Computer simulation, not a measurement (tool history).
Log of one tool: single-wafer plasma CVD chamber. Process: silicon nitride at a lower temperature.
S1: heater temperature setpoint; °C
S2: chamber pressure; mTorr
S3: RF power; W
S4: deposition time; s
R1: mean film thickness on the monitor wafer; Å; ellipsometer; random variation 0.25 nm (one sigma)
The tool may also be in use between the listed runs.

run 1 hour=0.0 | S1=355 S2=1230 S3=240 S4=37.2 | R1=378.29
run 2 hour=3.9 | S1=355 S2=1300 S3=245 S4=37.2 | R1=390.02
run 3 hour=6.5 | S1=350 S2=1300 S3=245 S4=37.2 | R1=392.59
run 4 hour=15.1 | S1=350 S2=1360 S3=250 S4=37.2 | R1=402.31
run 5 hour=20.7 | S1=350 S2=1360 S3=250 S4=37.2 | R1=399.95
run 6 hour=23.0 | S1=350 S2=1400 S3=255 S4=37.3 | R1=414.47
run 7 hour=26.5 | S1=350 S2=1440 S3=255 S4=37.3 | R1=412.03
run 8 hour=27.8 | S1=350 S2=1460 S3=260 S4=37.3 | R1=418.04

The next listed run, before its measurement:
run 9 hour=29.0 | S1=350 S2=1460 S3=260 S4=37.3 | R1=?

{"run 9": {"R1": 416.44}}
